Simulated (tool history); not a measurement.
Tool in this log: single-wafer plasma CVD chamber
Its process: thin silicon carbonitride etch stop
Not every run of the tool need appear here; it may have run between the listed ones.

run,hour,RF power (W),deposition time (s),mean film thickness on the monitor wafer (angstrom)
1,0.0,155,17.8,97.567
2,2.4,155,19.7,108.490
3,6.7,145,18.4,99.224
4,11.6,145,20.2,108.300
5,19.1,135,20.2,105.270
# hour 20.8: RF generator calibrated
6,20.8,120,20.2,101.910
7,21.8,120,20.2,102.570
8,29.2,115,19.0,94.449

The next listed run, before its measurement:
9,37.0,110,18.3,?

mean film thickness on the monitor wafer (angstrom): 88.467
